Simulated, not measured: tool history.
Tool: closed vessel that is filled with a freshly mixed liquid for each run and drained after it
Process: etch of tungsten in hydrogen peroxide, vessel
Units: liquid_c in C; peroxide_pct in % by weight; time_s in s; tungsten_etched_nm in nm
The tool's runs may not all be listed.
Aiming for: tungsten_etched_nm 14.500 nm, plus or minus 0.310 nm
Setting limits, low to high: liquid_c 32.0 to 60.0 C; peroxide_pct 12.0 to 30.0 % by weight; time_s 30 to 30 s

run	hour	liquid_c	peroxide_pct	time_s	tungsten_etched_nm
1	0.0	44.0	23.0	30	21.440
2	4.3	43.0	23.0	30	20.160
3	8.5	43.0	23.0	30	20.098
4	13.8	43.0	27.5	30	21.926
5	19.9	43.0	25.5	30	21.193
6	26.0	43.0	25.5	30	21.196
7	31.6	42.0	25.5	30	19.796
# hour 37.4: new drum of peroxide connected
8	37.4	41.0	25.5	30	19.188

Exactly one of the 4 candidate moves below puts every result within its allowed miss. Which one?
A	43.2	37.0	26.5	30	?
B	43.2	36.5	26.5	30	?
C	43.2	38.0	24.0	30	?
D	43.2	39.5	20.5	30	?

move	tungsten_etched_nm
A	15.021
B	14.530
C	15.272
D	15.575
A: gains on the last run, yet a result remains outside its allowed miss
B: all results land within tolerance of their targets
C: gains on the last run, yet a result remains outside its allowed miss
D: gains on the last run, yet a result remains outside its allowed miss
Go with B: it meets all targets.

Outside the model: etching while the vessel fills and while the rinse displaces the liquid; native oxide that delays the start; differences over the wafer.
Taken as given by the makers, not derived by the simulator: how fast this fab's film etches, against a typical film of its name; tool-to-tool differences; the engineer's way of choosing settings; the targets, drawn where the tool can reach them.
